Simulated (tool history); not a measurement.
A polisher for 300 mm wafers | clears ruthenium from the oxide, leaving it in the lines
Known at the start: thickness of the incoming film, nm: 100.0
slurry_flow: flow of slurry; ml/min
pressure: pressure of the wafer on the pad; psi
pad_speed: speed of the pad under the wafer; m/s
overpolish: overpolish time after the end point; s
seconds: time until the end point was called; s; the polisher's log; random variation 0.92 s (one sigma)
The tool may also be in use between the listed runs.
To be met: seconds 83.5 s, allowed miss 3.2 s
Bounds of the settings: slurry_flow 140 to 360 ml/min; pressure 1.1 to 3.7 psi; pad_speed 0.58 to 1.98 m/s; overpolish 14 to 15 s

run,day,slurry_flow,pressure,pad_speed,overpolish,seconds
1,0,230,2.4,1.28,14,57.348
2,0.054,230,2.4,1.02,14,68.184
3,0.233,275,2.4,1.02,14,65.397
4,0.438,260,2.3,1.02,14,69.679
5,0.483,260,2.3,1.02,14,69.24
6,0.679,250,2.2,1.02,14,73.064
7,0.733,250,2.2,1.02,14,73.399
8,1.1,240,2.1,1.02,14,77.019
9,1.258,235,2.1,1.02,14,76.255

5 next moves are on the table. One of them brings every result within its allowed miss. Which?
A,1.417,225,2.1,0.82,15,?
B,1.417,240,2.1,1.04,14,?
C,1.417,195,2,1.28,14,?
D,1.417,265,2.2,0.82,15,?
E,1.417,215,2.2,1.28,14,?

move,seconds
A,89.621
B,75.283
C,69.579
D,84.019
E,62.56
A: takes the result that was furthest off past its target
B: further off than the last run
C: further off than the last run
D: meets every target
E: further off than the last run
Answer: D
